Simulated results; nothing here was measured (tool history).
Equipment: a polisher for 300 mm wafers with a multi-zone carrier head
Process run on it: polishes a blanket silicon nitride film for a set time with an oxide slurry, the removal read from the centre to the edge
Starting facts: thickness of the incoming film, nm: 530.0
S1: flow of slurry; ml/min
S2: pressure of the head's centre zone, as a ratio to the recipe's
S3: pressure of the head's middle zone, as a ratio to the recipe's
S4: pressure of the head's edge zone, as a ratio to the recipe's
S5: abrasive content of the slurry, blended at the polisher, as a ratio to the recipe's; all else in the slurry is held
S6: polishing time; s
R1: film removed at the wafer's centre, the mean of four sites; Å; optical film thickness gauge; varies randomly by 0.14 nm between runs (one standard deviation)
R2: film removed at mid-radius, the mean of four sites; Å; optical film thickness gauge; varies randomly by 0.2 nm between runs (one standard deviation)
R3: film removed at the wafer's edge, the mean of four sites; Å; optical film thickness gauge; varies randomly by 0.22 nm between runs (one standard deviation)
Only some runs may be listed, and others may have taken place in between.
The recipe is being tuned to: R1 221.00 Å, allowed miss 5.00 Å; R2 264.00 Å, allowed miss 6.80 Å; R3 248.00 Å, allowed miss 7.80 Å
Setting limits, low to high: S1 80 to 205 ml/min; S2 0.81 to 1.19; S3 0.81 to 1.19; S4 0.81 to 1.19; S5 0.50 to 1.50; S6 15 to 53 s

run,day,S1,S2,S3,S4,S5,S6,R1,R2,R3
1,0.000,135,1.00,1.00,1.00,1.00,34,181.79,184.27,187.40
2,0.067,135,1.06,1.00,1.00,1.00,34,191.17,183.29,185.93
3,0.217,140,1.05,1.02,1.02,1.05,34,192.52,191.61,191.52
4,0.550,145,1.05,1.03,1.03,1.10,34,199.06,199.86,192.87
5,0.708,145,1.04,1.03,1.04,1.15,34,201.92,197.66,197.67
6,1.079,145,1.02,1.04,1.05,1.20,34,198.65,203.15,202.16
7,1.304,145,1.01,1.05,1.06,1.25,34,202.47,208.03,208.21
8,1.542,145,1.00,1.06,1.07,1.30,34,200.78,212.94,211.96
9,1.808,150,1.00,1.07,1.08,1.30,34,205.08,212.18,212.14
10,1.833,150,0.99,1.08,1.08,1.30,34,200.51,214.90,214.37
11,2.138,150,0.99,1.08,1.08,1.30,34,201.78,216.55,212.75
12,2.354,150,0.98,1.09,1.09,1.30,34,202.69,212.86,211.89
13,2.567,150,0.97,1.09,1.08,1.30,34,200.21,214.66,215.61
14,2.821,155,0.96,1.10,1.07,1.30,34,201.60,220.04,211.90

Exactly one of the 5 candidate moves below puts every result within its allowed miss. Which one?
A,3.075,85,1.02,0.95,1.15,1.50,39,?,?,?
B,3.075,140,0.99,1.05,0.95,1.50,38,?,?,?
C,3.075,175,0.97,1.14,1.15,1.15,37,?,?,?
D,3.075,150,0.87,1.11,1.01,1.50,39,?,?,?
E,3.075,145,0.88,1.16,0.89,1.35,40,?,?,?

move,R1,R2,R3
A,206.77,203.51,232.36
B,232.30,241.29,231.72
C,214.92,235.75,230.39
D,219.25,258.95,245.75
E,217.91,261.56,231.65
A: misses by more than the last run did
B: moves toward the targets from the last run without getting all of them in spec
C: moves toward the targets from the last run without getting all of them in spec
D: every result within its allowed miss
E: brings the result that was furthest off to its target, and leaves another outside
Answer: D

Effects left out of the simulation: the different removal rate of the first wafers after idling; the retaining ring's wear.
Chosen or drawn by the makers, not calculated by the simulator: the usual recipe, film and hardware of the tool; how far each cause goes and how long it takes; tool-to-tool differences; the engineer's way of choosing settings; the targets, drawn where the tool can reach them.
